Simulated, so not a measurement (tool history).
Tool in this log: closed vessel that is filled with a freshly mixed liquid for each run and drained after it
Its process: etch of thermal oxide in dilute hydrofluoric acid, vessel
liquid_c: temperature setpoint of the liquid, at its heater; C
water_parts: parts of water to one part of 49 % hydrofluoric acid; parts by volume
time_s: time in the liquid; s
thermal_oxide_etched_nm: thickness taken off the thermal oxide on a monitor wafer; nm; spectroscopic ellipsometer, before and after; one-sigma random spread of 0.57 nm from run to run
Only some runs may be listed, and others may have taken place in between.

run  hour  liquid_c  water_parts  time_s  thermal_oxide_etched_nm
  1   0.0      22.0           55     280                   24.511
  2   3.9      22.0           35     280                   39.868
  3  10.8      22.0           35     280                   39.762
  4  12.8      22.0           35     280                   39.312
  5  14.5      25.0           35     280                   44.479
  6  19.3      26.5           30     280                   56.470
  7  22.8      27.5           30     280                   57.835

The next listed run, before its measurement:
  8  25.8      28.5           25     280                        ?

thermal_oxide_etched_nm: 73.097 nm
